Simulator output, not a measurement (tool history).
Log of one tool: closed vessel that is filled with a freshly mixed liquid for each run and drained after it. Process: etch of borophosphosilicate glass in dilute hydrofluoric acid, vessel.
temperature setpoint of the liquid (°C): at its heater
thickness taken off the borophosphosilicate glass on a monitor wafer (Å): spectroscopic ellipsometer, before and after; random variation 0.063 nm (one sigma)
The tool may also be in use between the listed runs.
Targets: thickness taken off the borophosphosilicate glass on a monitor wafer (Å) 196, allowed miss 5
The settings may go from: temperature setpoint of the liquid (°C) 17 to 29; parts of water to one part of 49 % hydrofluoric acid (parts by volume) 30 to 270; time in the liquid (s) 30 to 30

run  hour  temperature setpoint of the liquid (°C)  parts of water to one part of 49 % hydrofluoric acid (parts by volume)  time in the liquid (s)  thickness taken off the borophosphosilicate glass on a monitor wafer (Å)
  1     0                                       21                                                                     150                      30                                                                    87.164
  2   4.6                                     23.5                                                                     130                      30                                                                    113.02
  3  11.6                                       21                                                                     130                      30                                                                    101.63
  4  20.5                                     23.5                                                                     115                      30                                                                    128.96
  5  22.2                                       25                                                                     110                      30                                                                    144.11
  6  25.1                                       26                                                                     105                      30                                                                    158.49
  7  26.1                                       27                                                                     100                      30                                                                    173.18
  8  34.7                                     27.5                                                                     100                      30                                                                    176.87
  9  35.2                                       28                                                                     100                      30                                                                    180.74
 10  37.6                                     28.5                                                                     100                      30                                                                    184.41

Which of these 5 next moves meets every target?
  A    40                                       28                                                                     105                      30                                                                         ?
  B    40                                     25.5                                                                      95                      30                                                                         ?
  C    40                                       27                                                                      90                      30                                                                         ?
  D    40                                     27.5                                                                     105                      30                                                                         ?
  E    40                                       27                                                                     105                      30                                                                         ?

move  thickness taken off the borophosphosilicate glass on a monitor wafer (Å)
   A                                                                    170.73
   B                                                                    173.59
   C                                                                    195.56
   D                                                                    167.51
   E                                                                    164.33
A: further off than the last run
B: further off than the last run
C: meets every target
D: further off than the last run
E: further off than the last run
The right move is C.

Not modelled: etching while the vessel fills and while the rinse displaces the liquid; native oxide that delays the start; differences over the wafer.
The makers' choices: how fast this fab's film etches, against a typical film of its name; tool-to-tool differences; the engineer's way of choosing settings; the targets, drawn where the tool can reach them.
